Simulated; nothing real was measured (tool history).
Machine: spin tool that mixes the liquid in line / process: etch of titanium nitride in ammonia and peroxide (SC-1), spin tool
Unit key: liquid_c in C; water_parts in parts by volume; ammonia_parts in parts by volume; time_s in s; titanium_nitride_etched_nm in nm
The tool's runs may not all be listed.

Run 1, day 0.000: liquid_c 60.0 C, water_parts 13.0 parts by volume, ammonia_parts 0.55 parts by volume, time_s 45 s. Result: titanium_nitride_etched_nm 3.5185 nm.
Run 2, day 0.342: liquid_c 59.5 C, water_parts 13.0 parts by volume, ammonia_parts 0.55 parts by volume, time_s 45 s. Result: titanium_nitride_etched_nm 3.3577 nm.
Run 3, day 0.596: liquid_c 59.0 C, water_parts 13.0 parts by volume, ammonia_parts 0.55 parts by volume, time_s 45 s. Result: titanium_nitride_etched_nm 3.2736 nm.
Run 4, day 0.958: liquid_c 59.0 C, water_parts 13.0 parts by volume, ammonia_parts 0.75 parts by volume, time_s 45 s. Result: titanium_nitride_etched_nm 3.4523 nm.
Run 5, day 1.221: liquid_c 58.5 C, water_parts 13.0 parts by volume, ammonia_parts 0.75 parts by volume, time_s 45 s. Result: titanium_nitride_etched_nm 3.3451 nm.
Run 6, day 1.567: liquid_c 58.0 C, water_parts 13.0 parts by volume, ammonia_parts 0.75 parts by volume, time_s 45 s. Result: titanium_nitride_etched_nm 3.2308 nm.
Run 7, day 1.800: liquid_c 57.5 C, water_parts 13.0 parts by volume, ammonia_parts 0.75 parts by volume, time_s 45 s. Result: titanium_nitride_etched_nm 3.1220 nm.
Run 8, day 1.904: liquid_c 57.0 C, water_parts 13.0 parts by volume, ammonia_parts 0.75 parts by volume, time_s 45 s. Result: titanium_nitride_etched_nm 3.0011 nm.
Run 9, day 2.012: liquid_c 56.5 C, water_parts 13.0 parts by volume, ammonia_parts 0.75 parts by volume, time_s 45 s. Result: titanium_nitride_etched_nm 2.9144 nm.
Run 10, day 2.242: liquid_c 56.0 C, water_parts 13.0 parts by volume, ammonia_parts 0.75 parts by volume, time_s 45 s. Result: titanium_nitride_etched_nm 2.8206 nm.
Run 11, day 2.308: liquid_c 55.5 C, water_parts 13.0 parts by volume, ammonia_parts 0.75 parts by volume, time_s 45 s. Result: titanium_nitride_etched_nm 2.7446 nm.

Forecast run 12:
Run 12, day 2.358: liquid_c 54.5 C, water_parts 13.0 parts by volume, ammonia_parts 0.75 parts by volume, time_s 45 s. Result: titanium_nitride_etched_nm ?.

titanium_nitride_etched_nm: 2.5381 nm
